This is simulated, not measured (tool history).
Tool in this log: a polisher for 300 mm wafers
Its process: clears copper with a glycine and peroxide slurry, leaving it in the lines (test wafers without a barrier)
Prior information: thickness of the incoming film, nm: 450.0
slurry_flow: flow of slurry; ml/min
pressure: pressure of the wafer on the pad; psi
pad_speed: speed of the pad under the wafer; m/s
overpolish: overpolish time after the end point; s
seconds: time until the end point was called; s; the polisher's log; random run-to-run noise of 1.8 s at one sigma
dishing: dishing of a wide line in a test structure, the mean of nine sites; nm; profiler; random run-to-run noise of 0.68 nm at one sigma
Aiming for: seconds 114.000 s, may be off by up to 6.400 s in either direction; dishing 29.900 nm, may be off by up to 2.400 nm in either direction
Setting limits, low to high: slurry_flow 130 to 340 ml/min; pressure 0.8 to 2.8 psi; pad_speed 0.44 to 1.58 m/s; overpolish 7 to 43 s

| run | hour | slurry_flow | pressure | pad_speed | overpolish | seconds | dishing |
|---|---|---|---|---|---|---|---|
| 1 | 0.0 | 220 | 1.8 | 1.00 | 22 | 120.330 | 42.695 |
| 2 | 0.9 | 220 | 1.8 | 1.00 | 18 | 113.600 | 38.735 |
| 3 | 2.0 | 220 | 1.8 | 1.00 | 17 | 115.170 | 36.821 |
| 4 | 10.6 | 220 | 1.6 | 1.00 | 17 | 127.780 | 35.573 |
| 5 | 18.0 | 220 | 1.6 | 0.76 | 17 | 151.850 | 33.053 |
| 6 | 21.6 | 195 | 1.6 | 0.76 | 17 | 160.700 | 32.511 |
| 7 | 22.7 | 255 | 2.1 | 0.84 | 7 | 115.570 | 20.739 |
| 8 | 28.4 | 255 | 2.1 | 0.84 | 7 | 115.380 | 20.556 |
| 9 | 37.1 | 250 | 2.1 | 0.86 | 8 | 116.130 | 22.960 |
| 10 | 41.8 | 225 | 2.2 | 0.90 | 16 | 108.610 | 37.963 |
| 11 | 43.8 | 230 | 2.2 | 0.90 | 16 | 107.960 | 38.176 |
| 12 | 44.7 | 220 | 2.0 | 0.94 | 7 | 116.860 | 20.476 |
| 13 | 46.6 | 220 | 2.0 | 0.94 | 8 | 112.260 | 22.220 |
| 14 | 48.6 | 220 | 2.0 | 0.94 | 9 | 117.670 | 24.308 |

Exercise: of the 4 proposed moves below, exactly one satisfies all targets within the stated allowed misses. Which move is it?
| A | 50.6 | 185 | 2.2 | 1.04 | 15 | ? | ? |
| B | 50.6 | 235 | 2.2 | 1.04 | 13 | ? | ? |
| C | 50.6 | 215 | 2.3 | 0.92 | 13 | ? | ? |
| D | 50.6 | 170 | 2.0 | 0.98 | 12 | ? | ? |

| move | seconds | dishing |
|---|---|---|
| A | 97.664 | 37.965 |
| B | 95.656 | 35.365 |
| C | 102.500 | 34.156 |
| D | 111.070 | 30.624 |
A: moves the result that the last run missed by most past its target, out the other side
B: moves the result that the last run missed by most past its target, out the other side
C: moves the result that the last run missed by most past its target, out the other side
D: all results in spec
Answer: D
